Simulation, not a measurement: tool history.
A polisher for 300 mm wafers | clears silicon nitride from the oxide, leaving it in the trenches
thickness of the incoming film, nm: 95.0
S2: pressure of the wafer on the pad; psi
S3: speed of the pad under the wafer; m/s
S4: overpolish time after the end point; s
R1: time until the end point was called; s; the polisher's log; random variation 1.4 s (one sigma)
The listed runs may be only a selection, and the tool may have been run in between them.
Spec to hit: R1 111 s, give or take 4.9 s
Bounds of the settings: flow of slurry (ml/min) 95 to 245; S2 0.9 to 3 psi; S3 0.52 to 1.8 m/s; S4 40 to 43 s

run 1 day=0 | flow_of_slurry_(ml/min)=155 S2=1.9 S3=1.16 S4=40 | R1=128.17
run 2 day=0.108 | flow_of_slurry_(ml/min)=155 S2=1.9 S3=0.94 S4=40 | R1=161.79
run 3 day=0.288 | flow_of_slurry_(ml/min)=155 S2=1.9 S3=0.66 S4=40 | R1=225.87
run 4 day=0.408 | flow_of_slurry_(ml/min)=160 S2=2.2 S3=0.7 S4=40 | R1=185.83
run 5 day=0.579 | flow_of_slurry_(ml/min)=160 S2=2.4 S3=0.74 S4=40 | R1=163.66
run 6 day=0.625 | flow_of_slurry_(ml/min)=160 S2=2.7 S3=0.74 S4=40 | R1=144.23
run 7 day=0.846 | flow_of_slurry_(ml/min)=165 S2=2.8 S3=0.78 S4=40 | R1=130.21
run 8 day=0.975 | flow_of_slurry_(ml/min)=180 S2=3 S3=0.82 S4=40 | R1=115.83

Which one of the following 5 next-run settings gets every result inside its allowed miss? There is exactly one.
run A day=1.104 | flow_of_slurry_(ml/min)=205 S2=3 S3=0.76 S4=43 | R1=?
run B day=1.104 | flow_of_slurry_(ml/min)=205 S2=3 S3=0.78 S4=43 | R1=?
run C day=1.104 | flow_of_slurry_(ml/min)=170 S2=2.8 S3=0.86 S4=40 | R1=?
run D day=1.104 | flow_of_slurry_(ml/min)=140 S2=3 S3=0.8 S4=40 | R1=?
run E day=1.104 | flow_of_slurry_(ml/min)=180 S2=2.9 S3=0.9 S4=41 | R1=?

move=A R1=121.89
move=B R1=118.9
move=C R1=118.89
move=D R1=123.78
move=E R1=109.08
A: misses by more than the last run did
B: misses by more than the last run did
C: misses by more than the last run did
D: misses by more than the last run did
E: all results in spec
The move that meets every target is E.
